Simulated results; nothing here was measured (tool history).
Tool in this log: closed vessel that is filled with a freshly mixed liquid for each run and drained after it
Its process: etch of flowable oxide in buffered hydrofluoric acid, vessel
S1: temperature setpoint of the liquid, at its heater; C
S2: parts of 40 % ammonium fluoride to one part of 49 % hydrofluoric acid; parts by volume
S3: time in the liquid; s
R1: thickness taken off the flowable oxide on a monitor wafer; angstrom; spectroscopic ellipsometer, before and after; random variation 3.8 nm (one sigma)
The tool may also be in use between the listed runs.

Run 1, hour 0: S1 22 C, S2 7 parts by volume, S3 100 s. Result: R1 4488.9 angstrom.
Run 2, hour 0.9: S1 22 C, S2 7 parts by volume, S3 105 s. Result: R1 4690.8 angstrom.
Run 3, hour 4.2: S1 23.5 C, S2 7 parts by volume, S3 105 s. Result: R1 5071.7 angstrom.
Run 4, hour 8.1: S1 23.5 C, S2 7 parts by volume, S3 100 s. Result: R1 4823.4 angstrom.
Run 5, hour 14: S1 23.5 C, S2 8.5 parts by volume, S3 100 s. Result: R1 3924 angstrom.
Run 6, hour 15.6: S1 23.5 C, S2 7.5 parts by volume, S3 100 s. Result: R1 4495.4 angstrom.
Run 7, hour 19.2: S1 24.5 C, S2 7.5 parts by volume, S3 100 s. Result: R1 4764.8 angstrom.

Estimate the outcome of run 8 from the log above:
Run 8, hour 21.4: S1 25 C, S2 7.5 parts by volume, S3 100 s. Result: R1 ?.

{"run 8": {"R1": 4842.1}}
